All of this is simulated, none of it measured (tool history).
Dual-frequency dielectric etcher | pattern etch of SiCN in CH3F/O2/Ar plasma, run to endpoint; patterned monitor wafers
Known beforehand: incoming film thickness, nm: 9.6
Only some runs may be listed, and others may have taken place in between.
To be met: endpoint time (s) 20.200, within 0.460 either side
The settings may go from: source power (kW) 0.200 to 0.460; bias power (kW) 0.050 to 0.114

{"run": 1, "hour": 0.0, "source power (kW)": 0.33, "bias power (kW)": 0.082, "endpoint time (s)": 23.747}
{"run": 2, "hour": 5.1, "source power (kW)": 0.3, "bias power (kW)": 0.082, "endpoint time (s)": 24.667}
{"run": 3, "hour": 12.6, "source power (kW)": 0.33, "bias power (kW)": 0.084, "endpoint time (s)": 23.715}
{"run": 4, "hour": 15.7, "source power (kW)": 0.33, "bias power (kW)": 0.092, "endpoint time (s)": 22.823}
{"run": 5, "hour": 20.7, "source power (kW)": 0.33, "bias power (kW)": 0.086, "endpoint time (s)": 23.227}
{"run": 6, "hour": 27.1, "source power (kW)": 0.35, "bias power (kW)": 0.087, "endpoint time (s)": 22.778}
{"run": 7, "hour": 34.5, "source power (kW)": 0.37, "bias power (kW)": 0.088, "endpoint time (s)": 22.148}
{"run": 8, "hour": 37.7, "source power (kW)": 0.38, "bias power (kW)": 0.089, "endpoint time (s)": 21.676}
{"run": 9, "hour": 42.9, "source power (kW)": 0.39, "bias power (kW)": 0.09, "endpoint time (s)": 21.457}
{"run": 10, "hour": 51.2, "source power (kW)": 0.4, "bias power (kW)": 0.091, "endpoint time (s)": 20.938}

Exactly one of the 4 candidate moves below puts every result within its allowed miss. Which one?
{"run": "A", "hour": 59.5, "source power (kW)": 0.36, "bias power (kW)": 0.088, "endpoint time (s)": "?"}
{"run": "B", "hour": 59.5, "source power (kW)": 0.39, "bias power (kW)": 0.09, "endpoint time (s)": "?"}
{"run": "C", "hour": 59.5, "source power (kW)": 0.38, "bias power (kW)": 0.113, "endpoint time (s)": "?"}
{"run": "D", "hour": 59.5, "source power (kW)": 0.39, "bias power (kW)": 0.079, "endpoint time (s)": "?"}

move=A endpoint_time_(s)=22.192
move=B endpoint_time_(s)=21.318
move=C endpoint_time_(s)=20.250
move=D endpoint_time_(s)=22.037
A: further off than the last run
B: further off than the last run
C: each result inside its tolerance
D: further off than the last run
So the answer is move C, the one that meets all the targets.
